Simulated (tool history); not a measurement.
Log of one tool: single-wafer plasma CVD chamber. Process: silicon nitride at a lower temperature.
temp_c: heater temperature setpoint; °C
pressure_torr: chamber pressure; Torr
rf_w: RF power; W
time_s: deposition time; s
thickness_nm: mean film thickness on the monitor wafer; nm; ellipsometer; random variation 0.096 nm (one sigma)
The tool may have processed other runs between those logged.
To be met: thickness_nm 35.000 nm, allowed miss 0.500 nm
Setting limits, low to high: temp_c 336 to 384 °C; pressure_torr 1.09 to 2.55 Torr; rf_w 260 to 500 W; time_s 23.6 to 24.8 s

run 1 hour=0.0 | temp_c=360 pressure_torr=1.82 rf_w=380 time_s=24.8 | thickness_nm=30.532
run 2 hour=7.6 | temp_c=360 pressure_torr=1.92 rf_w=385 time_s=24.8 | thickness_nm=31.023
run 3 hour=10.7 | temp_c=360 pressure_torr=1.92 rf_w=385 time_s=23.6 | thickness_nm=29.541
run 4 hour=17.6 | temp_c=360 pressure_torr=1.99 rf_w=395 time_s=23.6 | thickness_nm=30.226
run 5 hour=22.7 | temp_c=360 pressure_torr=2.05 rf_w=405 time_s=23.6 | thickness_nm=30.945
run 6 hour=24.2 | temp_c=364 pressure_torr=2.05 rf_w=405 time_s=23.6 | thickness_nm=30.926
run 7 hour=31.6 | temp_c=364 pressure_torr=2.10 rf_w=415 time_s=23.6 | thickness_nm=31.351
run 8 hour=34.8 | temp_c=364 pressure_torr=2.16 rf_w=425 time_s=23.6 | thickness_nm=32.108
run 9 hour=35.4 | temp_c=364 pressure_torr=2.21 rf_w=430 time_s=23.6 | thickness_nm=32.629
run 10 hour=39.4 | temp_c=364 pressure_torr=2.26 rf_w=435 time_s=23.6 | thickness_nm=32.812
run 11 hour=47.2 | temp_c=364 pressure_torr=2.29 rf_w=440 time_s=23.6 | thickness_nm=33.139
run 12 hour=48.7 | temp_c=364 pressure_torr=2.32 rf_w=445 time_s=23.6 | thickness_nm=33.469
run 13 hour=52.0 | temp_c=364 pressure_torr=2.34 rf_w=450 time_s=23.6 | thickness_nm=33.626
run 14 hour=60.6 | temp_c=364 pressure_torr=2.36 rf_w=455 time_s=23.6 | thickness_nm=34.103
run 15 hour=64.7 | temp_c=364 pressure_torr=2.38 rf_w=455 time_s=23.6 | thickness_nm=34.247
run 16 hour=67.3 | temp_c=364 pressure_torr=2.40 rf_w=455 time_s=23.6 | thickness_nm=33.976
run 17 hour=68.5 | temp_c=364 pressure_torr=2.41 rf_w=460 time_s=23.6 | thickness_nm=34.420
run 18 hour=75.8 | temp_c=364 pressure_torr=2.42 rf_w=460 time_s=23.6 | thickness_nm=34.281
run 19 hour=77.5 | temp_c=364 pressure_torr=2.43 rf_w=460 time_s=23.6 | thickness_nm=34.497
run 20 hour=80.2 | temp_c=364 pressure_torr=2.44 rf_w=460 time_s=23.6 | thickness_nm=34.408
run 21 hour=84.0 | temp_c=364 pressure_torr=2.44 rf_w=460 time_s=23.6 | thickness_nm=34.330

4 next moves are on the table. One of them brings every result within its allowed miss. Which?
run A hour=87.8 | temp_c=383 pressure_torr=2.55 rf_w=470 time_s=24.4 | thickness_nm=?
run B hour=87.8 | temp_c=363 pressure_torr=2.24 rf_w=470 time_s=24.8 | thickness_nm=?
run C hour=87.8 | temp_c=364 pressure_torr=2.54 rf_w=445 time_s=23.6 | thickness_nm=?
run D hour=87.8 | temp_c=379 pressure_torr=2.55 rf_w=445 time_s=24.2 | thickness_nm=?

move=A thickness_nm=36.103
move=B thickness_nm=36.015
move=C thickness_nm=34.127
move=D thickness_nm=34.783
A: takes the biggest miss from the last run beyond its target
B: takes the biggest miss from the last run beyond its target
C: its largest miss is bigger than the last run's
D: meets every target
Go with D: it meets all targets.
